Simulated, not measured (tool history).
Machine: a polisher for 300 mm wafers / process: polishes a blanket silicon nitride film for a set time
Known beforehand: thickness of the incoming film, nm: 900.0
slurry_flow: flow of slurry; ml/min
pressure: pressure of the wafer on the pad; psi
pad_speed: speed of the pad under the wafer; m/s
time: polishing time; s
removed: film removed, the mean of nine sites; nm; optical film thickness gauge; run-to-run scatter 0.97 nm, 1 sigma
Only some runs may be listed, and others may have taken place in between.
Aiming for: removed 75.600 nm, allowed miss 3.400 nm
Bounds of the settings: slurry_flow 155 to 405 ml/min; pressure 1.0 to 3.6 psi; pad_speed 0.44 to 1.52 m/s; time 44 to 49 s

run  hour  slurry_flow  pressure  pad_speed  time  removed
  1   0.0          260       2.3       0.98    49   44.459
  2   5.7          260       2.6       1.00    49   50.826
  3  12.5          260       2.8       1.02    49   54.239
  4  17.0          260       2.8       1.20    49   63.081
  5  20.9          260       2.9       1.20    49   65.057
  6  22.7          260       3.0       1.20    49   68.922
  7  29.0          260       3.1       1.20    49   68.722
  8  34.4          260       3.2       1.20    49   71.063

Which of these 5 next moves meets every target?
  A  39.8          265       3.3       1.16    46        ?
  B  39.8          275       3.2       1.30    49        ?
  C  39.8          255       3.5       1.02    48        ?
  D  39.8          260       3.2       1.20    47        ?
  E  39.8          155       3.6       1.20    47        ?

move  removed
   A   67.218
   B   76.526
   C   66.641
   D   68.276
   E   68.703
A: further off than the last run
B: every result lands within tolerance
C: further off than the last run
D: further off than the last run
E: further off than the last run
So the answer is move B, the one that meets all the targets.
